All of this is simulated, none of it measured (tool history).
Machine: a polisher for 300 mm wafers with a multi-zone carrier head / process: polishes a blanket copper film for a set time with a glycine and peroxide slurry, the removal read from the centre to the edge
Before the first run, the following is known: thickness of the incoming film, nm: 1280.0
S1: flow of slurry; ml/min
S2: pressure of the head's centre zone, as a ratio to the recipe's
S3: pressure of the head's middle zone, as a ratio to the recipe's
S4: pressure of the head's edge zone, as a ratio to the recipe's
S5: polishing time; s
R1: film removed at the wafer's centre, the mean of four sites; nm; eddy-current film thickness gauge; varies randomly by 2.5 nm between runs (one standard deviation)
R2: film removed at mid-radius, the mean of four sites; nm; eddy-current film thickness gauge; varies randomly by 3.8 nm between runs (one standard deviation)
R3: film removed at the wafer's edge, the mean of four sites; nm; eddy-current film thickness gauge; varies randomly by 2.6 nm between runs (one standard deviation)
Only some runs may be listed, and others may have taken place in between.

| run | day | S1 | S2 | S3 | S4 | S5 | R1 | R2 | R3 |
|---|---|---|---|---|---|---|---|---|---|
| 1 | 0.000 | 225 | 1.00 | 1.00 | 1.00 | 62 | 211.93 | 204.44 | 202.75 |
| 2 | 0.325 | 225 | 1.00 | 0.94 | 1.00 | 62 | 207.72 | 201.03 | 205.63 |
| 3 | 0.488 | 225 | 0.94 | 0.94 | 1.00 | 62 | 194.04 | 200.08 | 203.55 |
| 4 | 0.600 | 225 | 0.94 | 1.01 | 1.00 | 62 | 197.84 | 202.50 | 205.57 |
| 5 | 0.700 | 225 | 0.94 | 1.01 | 1.00 | 53 | 169.43 | 175.63 | 178.35 |
| 6 | 0.875 | 225 | 1.02 | 1.01 | 1.00 | 53 | 183.05 | 177.23 | 178.72 |
| 7 | 0.900 | 235 | 1.01 | 1.03 | 1.01 | 56 | 191.58 | 192.13 | 186.03 |
| 8 | 1.271 | 235 | 1.01 | 1.03 | 1.01 | 56 | 188.38 | 192.09 | 188.05 |
| 9 | 1.642 | 240 | 1.03 | 1.03 | 1.02 | 59 | 204.67 | 203.49 | 197.32 |

What does the tool deliver on the next run?
| 10 | 1.679 | 245 | 1.04 | 1.03 | 1.04 | 61 | ? | ? | ? |

R1: 217.09 nm
R2: 210.00 nm
R3: 207.24 nm
